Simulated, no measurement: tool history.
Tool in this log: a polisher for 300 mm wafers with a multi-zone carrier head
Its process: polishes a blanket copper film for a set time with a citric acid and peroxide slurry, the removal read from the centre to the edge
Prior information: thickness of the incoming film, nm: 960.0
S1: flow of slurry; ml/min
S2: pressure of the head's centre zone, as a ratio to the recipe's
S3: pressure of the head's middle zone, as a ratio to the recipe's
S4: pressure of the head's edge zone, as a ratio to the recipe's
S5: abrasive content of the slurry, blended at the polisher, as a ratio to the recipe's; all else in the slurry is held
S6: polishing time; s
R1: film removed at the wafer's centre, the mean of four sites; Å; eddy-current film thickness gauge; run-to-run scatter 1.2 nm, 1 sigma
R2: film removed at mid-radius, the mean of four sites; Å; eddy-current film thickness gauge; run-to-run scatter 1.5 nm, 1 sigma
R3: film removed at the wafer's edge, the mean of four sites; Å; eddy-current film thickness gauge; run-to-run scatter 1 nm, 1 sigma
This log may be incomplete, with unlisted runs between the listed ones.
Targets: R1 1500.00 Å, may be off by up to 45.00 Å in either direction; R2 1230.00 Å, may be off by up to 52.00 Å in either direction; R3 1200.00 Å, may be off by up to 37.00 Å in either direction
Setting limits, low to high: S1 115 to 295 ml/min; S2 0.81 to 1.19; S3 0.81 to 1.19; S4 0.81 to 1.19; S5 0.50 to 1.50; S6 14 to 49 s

run 1 day=0.000 | S1=190 S2=1.00 S3=1.00 S4=1.00 S5=1.00 S6=31 | R1=1119.80 R2=1075.30 R3=1084.40
run 2 day=0.317 | S1=190 S2=1.00 S3=1.00 S4=1.00 S5=1.00 S6=24 | R1=858.86 R2=840.65 R3=830.32
run 3 day=0.688 | S1=190 S2=1.00 S3=1.00 S4=0.93 S5=1.00 S6=24 | R1=852.01 R2=831.87 R3=801.84
run 4 day=1.008 | S1=190 S2=1.00 S3=1.00 S4=0.93 S5=1.00 S6=19 | R1=678.53 R2=672.21 R3=623.85
run 5 day=1.146 | S1=200 S2=1.02 S3=1.01 S4=0.95 S5=1.05 S6=20 | R1=745.45 R2=702.20 R3=677.48
run 6 day=1.383 | S1=170 S2=1.02 S3=1.01 S4=0.95 S5=1.05 S6=20 | R1=719.07 R2=693.98 R3=681.58
run 7 day=1.592 | S1=185 S2=1.04 S3=1.03 S4=0.96 S5=1.10 S6=21 | R1=787.75 R2=752.81 R3=723.47
run 8 day=1.825 | S1=185 S2=1.04 S3=1.03 S4=0.96 S5=1.10 S6=21 | R1=792.07 R2=774.70 R3=727.47
run 9 day=2.033 | S1=195 S2=1.06 S3=1.03 S4=0.98 S5=1.15 S6=22 | R1=866.16 R2=804.94 R3=788.92
run 10 day=2.288 | S1=205 S2=1.08 S3=1.04 S4=0.99 S5=1.20 S6=23 | R1=941.62 R2=865.40 R3=822.02
run 11 day=2.346 | S1=210 S2=1.09 S3=1.04 S4=1.01 S5=1.25 S6=24 | R1=1005.20 R2=893.65 R3=883.16
run 12 day=2.504 | S1=220 S2=1.10 S3=1.05 S4=1.02 S5=1.30 S6=25 | R1=1077.70 R2=983.56 R3=940.46

4 candidate next runs follow, results not yet known. Just one meets every target within its allowed miss. Identify it.
run A day=2.662 | S1=235 S2=1.19 S3=1.03 S4=1.00 S5=1.35 S6=32 | R1=? R2=? R3=?
run B day=2.662 | S1=275 S2=1.11 S3=1.03 S4=1.06 S5=1.30 S6=33 | R1=? R2=? R3=?
run C day=2.662 | S1=280 S2=1.15 S3=1.17 S4=1.01 S5=1.35 S6=31 | R1=? R2=? R3=?
run D day=2.662 | S1=155 S2=0.87 S3=1.06 S4=1.13 S5=1.35 S6=23 | R1=? R2=? R3=?

move=A R1=1513.80 R2=1227.10 R3=1203.30
move=B R1=1472.10 R2=1277.90 R3=1283.20
move=C R1=1449.80 R2=1352.70 R3=1186.80
move=D R1=739.70 R2=849.79 R3=877.08
A: each result inside its tolerance
B: corrects the largest miss of the last run, while another result sits out of spec
C: nearer than the last run, and not there yet
D: its largest miss is bigger than the last run's
Answer: A
